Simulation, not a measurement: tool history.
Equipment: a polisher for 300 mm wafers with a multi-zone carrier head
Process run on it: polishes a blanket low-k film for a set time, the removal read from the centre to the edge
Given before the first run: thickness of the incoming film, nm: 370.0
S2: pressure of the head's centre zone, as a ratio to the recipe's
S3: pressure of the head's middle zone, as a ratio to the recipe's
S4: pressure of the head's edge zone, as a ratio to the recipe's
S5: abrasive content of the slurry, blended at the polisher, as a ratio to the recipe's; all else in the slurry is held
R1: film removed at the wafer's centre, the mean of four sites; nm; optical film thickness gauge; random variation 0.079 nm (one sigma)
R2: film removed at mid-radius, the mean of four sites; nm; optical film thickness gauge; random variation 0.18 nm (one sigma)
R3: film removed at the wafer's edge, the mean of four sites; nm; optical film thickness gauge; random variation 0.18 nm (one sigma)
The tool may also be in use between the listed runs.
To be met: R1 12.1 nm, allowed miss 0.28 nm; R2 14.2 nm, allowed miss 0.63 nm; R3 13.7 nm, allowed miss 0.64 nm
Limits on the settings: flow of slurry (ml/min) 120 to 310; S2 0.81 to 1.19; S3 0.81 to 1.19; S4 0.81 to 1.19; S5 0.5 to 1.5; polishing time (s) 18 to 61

run 1 hour=0 | flow_of_slurry_(ml/min)=200 S2=1 S3=1 S4=1 S5=1 polishing_time_(s)=39 | R1=14.95 R2=14.731 R3=15.071
run 2 hour=7.6 | flow_of_slurry_(ml/min)=200 S2=1 S3=1.08 S4=1 S5=1 polishing_time_(s)=39 | R1=14.908 R2=15.603 R3=14.565
run 3 hour=10.8 | flow_of_slurry_(ml/min)=200 S2=1 S3=1.08 S4=1 S5=1.1 polishing_time_(s)=39 | R1=15.468 R2=16.199 R3=15.289
run 4 hour=16.4 | flow_of_slurry_(ml/min)=200 S2=1 S3=1.08 S4=1 S5=1.1 polishing_time_(s)=33 | R1=13.23 R2=13.539 R3=13.499
run 5 hour=25.1 | flow_of_slurry_(ml/min)=185 S2=0.98 S3=1.1 S4=1.01 S5=1.15 polishing_time_(s)=33 | R1=13.169 R2=14.38 R3=13.354
run 6 hour=31.6 | flow_of_slurry_(ml/min)=180 S2=0.95 S3=1.08 S4=1.03 S5=1.15 polishing_time_(s)=33 | R1=12.442 R2=14.147 R3=13.237
run 7 hour=34.4 | flow_of_slurry_(ml/min)=180 S2=0.94 S3=1.07 S4=1.05 S5=1.15 polishing_time_(s)=33 | R1=12.537 R2=13.705 R3=13.318
run 8 hour=41.4 | flow_of_slurry_(ml/min)=175 S2=0.92 S3=1.07 S4=1.06 S5=1.2 polishing_time_(s)=33 | R1=12.59 R2=14.036 R3=13.854

Exercise: of the 4 proposed moves below, exactly one satisfies all targets within the stated allowed misses. Which move is it?
run A hour=48.4 | flow_of_slurry_(ml/min)=220 S2=0.85 S3=1.05 S4=1.01 S5=1.25 polishing_time_(s)=33 | R1=? R2=? R3=?
run B hour=48.4 | flow_of_slurry_(ml/min)=135 S2=0.97 S3=1.08 S4=1.09 S5=1 polishing_time_(s)=36 | R1=? R2=? R3=?
run C hour=48.4 | flow_of_slurry_(ml/min)=125 S2=0.99 S3=1.14 S4=1.1 S5=1.2 polishing_time_(s)=34 | R1=? R2=? R3=?
run D hour=48.4 | flow_of_slurry_(ml/min)=175 S2=0.87 S3=0.99 S4=1.07 S5=1.1 polishing_time_(s)=34 | R1=? R2=? R3=?

move=A R1=12.177 R2=14.131 R3=13.792
move=B R1=12.688 R2=13.619 R3=13.708
move=C R1=12.906 R2=14.279 R3=13.82
move=D R1=11.822 R2=12.85 R3=13.673
A: every result lands within tolerance
B: lands further from the targets than the last run did
C: lands further from the targets than the last run did
D: puts the biggest miss on target and leaves a different result outside tolerance
Answer: A

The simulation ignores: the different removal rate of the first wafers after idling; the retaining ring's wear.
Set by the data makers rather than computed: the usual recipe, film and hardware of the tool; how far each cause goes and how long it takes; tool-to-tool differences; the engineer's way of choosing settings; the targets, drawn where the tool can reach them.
